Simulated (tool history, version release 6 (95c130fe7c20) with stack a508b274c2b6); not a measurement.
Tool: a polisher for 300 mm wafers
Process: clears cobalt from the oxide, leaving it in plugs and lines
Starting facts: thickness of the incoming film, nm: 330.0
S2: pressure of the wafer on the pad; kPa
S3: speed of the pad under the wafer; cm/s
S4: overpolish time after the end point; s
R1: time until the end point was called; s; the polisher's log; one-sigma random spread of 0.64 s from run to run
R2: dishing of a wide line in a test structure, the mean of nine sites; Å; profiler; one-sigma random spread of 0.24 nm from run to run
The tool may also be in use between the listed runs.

run 1 hour=0 | flow_of_slurry_(ml/min)=235 S2=15.9 S3=96 S4=9 | R1=71.336 R2=304.97
run 2 hour=7.1 | flow_of_slurry_(ml/min)=235 S2=15.9 S3=78 S4=9 | R1=86.73 R2=265.16
run 3 hour=11.8 | flow_of_slurry_(ml/min)=235 S2=15.9 S3=62 S4=9 | R1=109.26 R2=227.43
run 4 hour=20.7 | flow_of_slurry_(ml/min)=290 S2=15.9 S3=62 S4=9 | R1=107 R2=233.17
run 5 hour=22.9 | flow_of_slurry_(ml/min)=290 S2=15.9 S3=62 S4=6 | R1=105.57 R2=166.52
run 6 hour=27.1 | flow_of_slurry_(ml/min)=290 S2=15.9 S3=62 S4=8 | R1=107.39 R2=215.08

Run 7 has not been measured yet. What should we expect?
run 7 hour=30.9 | flow_of_slurry_(ml/min)=240 S2=18.6 S3=62 S4=6 | R1=? R2=?

R1: 95.479 s
R2: 186.71 Å

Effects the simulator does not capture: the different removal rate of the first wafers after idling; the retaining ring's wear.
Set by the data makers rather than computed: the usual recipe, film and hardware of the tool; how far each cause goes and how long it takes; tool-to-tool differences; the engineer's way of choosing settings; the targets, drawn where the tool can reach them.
